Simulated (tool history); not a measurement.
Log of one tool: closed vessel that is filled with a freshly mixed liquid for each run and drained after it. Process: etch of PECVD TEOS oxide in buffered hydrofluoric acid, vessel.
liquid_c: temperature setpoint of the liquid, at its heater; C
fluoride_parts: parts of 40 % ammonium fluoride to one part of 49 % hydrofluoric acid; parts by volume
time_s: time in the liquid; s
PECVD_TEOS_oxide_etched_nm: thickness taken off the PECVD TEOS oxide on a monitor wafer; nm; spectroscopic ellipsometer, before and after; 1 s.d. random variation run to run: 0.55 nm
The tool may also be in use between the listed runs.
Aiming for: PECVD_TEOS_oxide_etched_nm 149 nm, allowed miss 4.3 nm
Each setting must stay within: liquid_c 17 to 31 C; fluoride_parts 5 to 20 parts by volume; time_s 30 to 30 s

{"run": 1, "hour": 0.0, "liquid_c": 23, "fluoride_parts": 12, "time_s": 30, "PECVD_TEOS_oxide_etched_nm": 51.57}
{"run": 2, "hour": 5.5, "liquid_c": 25.5, "fluoride_parts": 10, "time_s": 30, "PECVD_TEOS_oxide_etched_nm": 70.711}
{"run": 3, "hour": 13.9, "liquid_c": 25.5, "fluoride_parts": 8, "time_s": 30, "PECVD_TEOS_oxide_etched_nm": 85.228}
{"run": 4, "hour": 15.5, "liquid_c": 25.5, "fluoride_parts": 10.5, "time_s": 30, "PECVD_TEOS_oxide_etched_nm": 67.504}
{"run": 5, "hour": 17.1, "liquid_c": 23.5, "fluoride_parts": 10.5, "time_s": 30, "PECVD_TEOS_oxide_etched_nm": 60.305}
{"run": 6, "hour": 18.0, "liquid_c": 22, "fluoride_parts": 10.5, "time_s": 30, "PECVD_TEOS_oxide_etched_nm": 55.57}
{"run": 7, "hour": 24.3, "liquid_c": 25, "fluoride_parts": 8.5, "time_s": 30, "PECVD_TEOS_oxide_etched_nm": 78.419}
{"run": 8, "hour": 30.0, "liquid_c": 27, "fluoride_parts": 7.5, "time_s": 30, "PECVD_TEOS_oxide_etched_nm": 100.03}
{"run": 9, "hour": 38.8, "liquid_c": 28.5, "fluoride_parts": 7, "time_s": 30, "PECVD_TEOS_oxide_etched_nm": 115.97}
{"run": 10, "hour": 44.2, "liquid_c": 31, "fluoride_parts": 5.5, "time_s": 30, "PECVD_TEOS_oxide_etched_nm": 163.66}
{"run": 11, "hour": 53.2, "liquid_c": 30.5, "fluoride_parts": 5.5, "time_s": 30, "PECVD_TEOS_oxide_etched_nm": 159.3}

Which of these 4 next moves meets every target?
{"run": "A", "hour": 62.2, "liquid_c": 31, "fluoride_parts": 5.5, "time_s": 30, "PECVD_TEOS_oxide_etched_nm": "?"}
{"run": "B", "hour": 62.2, "liquid_c": 30.5, "fluoride_parts": 6.5, "time_s": 30, "PECVD_TEOS_oxide_etched_nm": "?"}
{"run": "C", "hour": 62.2, "liquid_c": 30.5, "fluoride_parts": 6, "time_s": 30, "PECVD_TEOS_oxide_etched_nm": "?"}
{"run": "D", "hour": 62.2, "liquid_c": 29, "fluoride_parts": 6, "time_s": 30, "PECVD_TEOS_oxide_etched_nm": "?"}

move=A PECVD_TEOS_oxide_etched_nm=163.73
move=B PECVD_TEOS_oxide_etched_nm=138.26
move=C PECVD_TEOS_oxide_etched_nm=148.16
move=D PECVD_TEOS_oxide_etched_nm=136.82
A: its largest miss is bigger than the last run's
B: takes the result that was furthest off past its target
C: every result within its allowed miss
D: takes the result that was furthest off past its target
Answer: C
